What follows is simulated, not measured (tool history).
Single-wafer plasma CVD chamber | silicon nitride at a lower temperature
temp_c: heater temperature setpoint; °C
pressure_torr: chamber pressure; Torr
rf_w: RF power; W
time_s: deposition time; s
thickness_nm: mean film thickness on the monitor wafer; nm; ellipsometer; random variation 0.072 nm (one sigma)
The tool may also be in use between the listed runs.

Run 1, hour 0.0: temp_c 355 °C, pressure_torr 1.87 Torr, rf_w 365 W, time_s 12.2 s. Result: thickness_nm 16.165 nm.
Run 2, hour 6.0: temp_c 355 °C, pressure_torr 1.98 Torr, rf_w 380 W, time_s 12.2 s. Result: thickness_nm 16.809 nm.
Run 3, hour 10.8: temp_c 360 °C, pressure_torr 1.98 Torr, rf_w 380 W, time_s 12.2 s. Result: thickness_nm 16.855 nm.
Run 4, hour 17.2: temp_c 360 °C, pressure_torr 2.07 Torr, rf_w 390 W, time_s 12.2 s. Result: thickness_nm 17.215 nm.
Run 5, hour 22.7: temp_c 360 °C, pressure_torr 1.95 Torr, rf_w 390 W, time_s 12.2 s. Result: thickness_nm 16.996 nm.
Run 6, hour 25.4: temp_c 360 °C, pressure_torr 2.03 Torr, rf_w 400 W, time_s 12.2 s. Result: thickness_nm 17.380 nm.
Run 7, hour 26.8: temp_c 360 °C, pressure_torr 2.10 Torr, rf_w 410 W, time_s 12.2 s. Result: thickness_nm 17.802 nm.

Forecast run 8:
Run 8, hour 32.0: temp_c 360 °C, pressure_torr 2.16 Torr, rf_w 415 W, time_s 12.2 s. Result: thickness_nm ?.

Run 8 gave thickness_nm 18.019 nm.
